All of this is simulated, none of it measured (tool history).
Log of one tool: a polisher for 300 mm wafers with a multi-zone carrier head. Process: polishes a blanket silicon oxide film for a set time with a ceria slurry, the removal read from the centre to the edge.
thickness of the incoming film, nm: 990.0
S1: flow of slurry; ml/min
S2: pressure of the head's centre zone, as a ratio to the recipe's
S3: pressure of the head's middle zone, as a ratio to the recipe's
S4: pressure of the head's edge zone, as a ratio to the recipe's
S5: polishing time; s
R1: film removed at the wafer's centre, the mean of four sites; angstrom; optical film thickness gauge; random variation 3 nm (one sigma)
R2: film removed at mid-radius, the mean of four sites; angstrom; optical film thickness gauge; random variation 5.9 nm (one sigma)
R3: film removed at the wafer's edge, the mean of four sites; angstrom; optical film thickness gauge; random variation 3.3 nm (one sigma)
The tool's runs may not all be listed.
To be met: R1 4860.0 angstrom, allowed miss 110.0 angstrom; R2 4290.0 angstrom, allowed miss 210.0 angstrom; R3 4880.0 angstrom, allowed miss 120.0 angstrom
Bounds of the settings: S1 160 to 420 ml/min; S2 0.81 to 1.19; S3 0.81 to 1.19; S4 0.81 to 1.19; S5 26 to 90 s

run 1 hour=0.0 | S1=270 S2=1.00 S3=1.00 S4=1.00 S5=58 | R1=4089.7 R2=3913.7 R3=3878.8
run 2 hour=6.2 | S1=270 S2=1.00 S3=0.92 S4=1.00 S5=58 | R1=4114.8 R2=3706.1 R3=3887.7
run 3 hour=8.1 | S1=270 S2=1.00 S3=0.85 S4=1.00 S5=58 | R1=4072.3 R2=3383.0 R3=3895.0
run 4 hour=9.0 | S1=280 S2=1.01 S3=0.87 S4=1.05 S5=60 | R1=4301.6 R2=3579.9 R3=4142.4
run 5 hour=15.3 | S1=280 S2=1.01 S3=0.83 S4=1.05 S5=60 | R1=4282.5 R2=3413.8 R3=4156.4
run 6 hour=22.6 | S1=305 S2=1.01 S3=0.83 S4=1.05 S5=60 | R1=4360.0 R2=3485.3 R3=4211.9
run 7 hour=28.1 | S1=325 S2=1.01 S3=0.86 S4=1.08 S5=61 | R1=4466.4 R2=3657.6 R3=4319.7
run 8 hour=28.9 | S1=330 S2=1.01 S3=0.88 S4=1.10 S5=63 | R1=4570.2 R2=3909.2 R3=4461.5
run 9 hour=31.1 | S1=335 S2=1.01 S3=0.88 S4=1.12 S5=64 | R1=4653.2 R2=4019.4 R3=4608.4

Which of these 5 next moves meets every target?
run A hour=33.3 | S1=325 S2=0.89 S3=0.87 S4=1.19 S5=67 | R1=? R2=? R3=?
run B hour=33.3 | S1=335 S2=1.10 S3=0.90 S4=1.13 S5=59 | R1=? R2=? R3=?
run C hour=33.3 | S1=365 S2=0.94 S3=1.08 S4=1.08 S5=64 | R1=? R2=? R3=?
run D hour=33.3 | S1=330 S2=1.11 S3=0.99 S4=0.98 S5=62 | R1=? R2=? R3=?
run E hour=33.3 | S1=380 S2=0.95 S3=0.88 S4=1.06 S5=69 | R1=? R2=? R3=?

move=A R1=4413.9 R2=3978.9 R3=4940.6
move=B R1=4595.3 R2=3610.4 R3=4242.6
move=C R1=4451.1 R2=4603.5 R3=4512.4
move=D R1=4859.6 R2=4104.0 R3=4145.4
move=E R1=4848.3 R2=4191.5 R3=4844.6
A: brings the result that was furthest off to its target, and leaves another outside
B: further off than the last run
C: further off than the last run
D: further off than the last run
E: meets every target
The right move is E.
